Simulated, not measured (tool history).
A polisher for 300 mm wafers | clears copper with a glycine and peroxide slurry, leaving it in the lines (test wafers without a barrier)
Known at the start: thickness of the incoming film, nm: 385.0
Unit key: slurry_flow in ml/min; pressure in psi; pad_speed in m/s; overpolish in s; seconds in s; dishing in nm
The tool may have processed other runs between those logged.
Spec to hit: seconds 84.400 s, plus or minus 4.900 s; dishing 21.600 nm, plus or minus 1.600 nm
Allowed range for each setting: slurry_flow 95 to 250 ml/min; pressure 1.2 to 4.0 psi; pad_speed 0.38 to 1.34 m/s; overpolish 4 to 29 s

{"run": 1, "day": 0.0, "slurry_flow": 160, "pressure": 2.6, "pad_speed": 0.86, "overpolish": 15, "seconds": 80.974, "dishing": 33.38}
{"run": 2, "day": 0.371, "slurry_flow": 160, "pressure": 2.6, "pad_speed": 0.86, "overpolish": 13, "seconds": 81.44, "dishing": 31.355}
{"run": 3, "day": 0.571, "slurry_flow": 135, "pressure": 2.6, "pad_speed": 0.86, "overpolish": 13, "seconds": 85.026, "dishing": 30.291}
{"run": 4, "day": 0.692, "slurry_flow": 175, "pressure": 2.6, "pad_speed": 0.86, "overpolish": 13, "seconds": 81.728, "dishing": 32.287}
{"run": 5, "day": 0.975, "slurry_flow": 175, "pressure": 2.1, "pad_speed": 0.86, "overpolish": 13, "seconds": 91.465, "dishing": 28.465}
{"run": 6, "day": 1.183, "slurry_flow": 175, "pressure": 2.1, "pad_speed": 0.88, "overpolish": 11, "seconds": 94.823, "dishing": 25.478}
{"run": 7, "day": 1.412, "slurry_flow": 175, "pressure": 2.1, "pad_speed": 0.9, "overpolish": 10, "seconds": 90.459, "dishing": 24.899}
{"run": 8, "day": 1.7, "slurry_flow": 175, "pressure": 2.1, "pad_speed": 0.92, "overpolish": 9, "seconds": 90.863, "dishing": 22.845}

4 candidate next runs follow, results not yet known. Just one meets every target within its allowed miss. Identify it.
{"run": "A", "day": 1.988, "slurry_flow": 155, "pressure": 1.8, "pad_speed": 0.9, "overpolish": 12, "seconds": "?", "dishing": "?"}
{"run": "B", "day": 1.988, "slurry_flow": 180, "pressure": 2.8, "pad_speed": 0.72, "overpolish": 8, "seconds": "?", "dishing": "?"}
{"run": "C", "day": 1.988, "slurry_flow": 195, "pressure": 1.7, "pad_speed": 1.1, "overpolish": 9, "seconds": "?", "dishing": "?"}
{"run": "D", "day": 1.988, "slurry_flow": 190, "pressure": 2.3, "pad_speed": 1.04, "overpolish": 9, "seconds": "?", "dishing": "?"}

move=A seconds=106.460 dishing=25.304
move=B seconds=85.879 dishing=22.240
move=C seconds=93.845 dishing=22.350
move=D seconds=77.434 dishing=25.675
A: the biggest miss grows against the last run
B: in spec on every target
C: the biggest miss grows against the last run
D: takes the biggest miss from the last run beyond its target
Answer: B
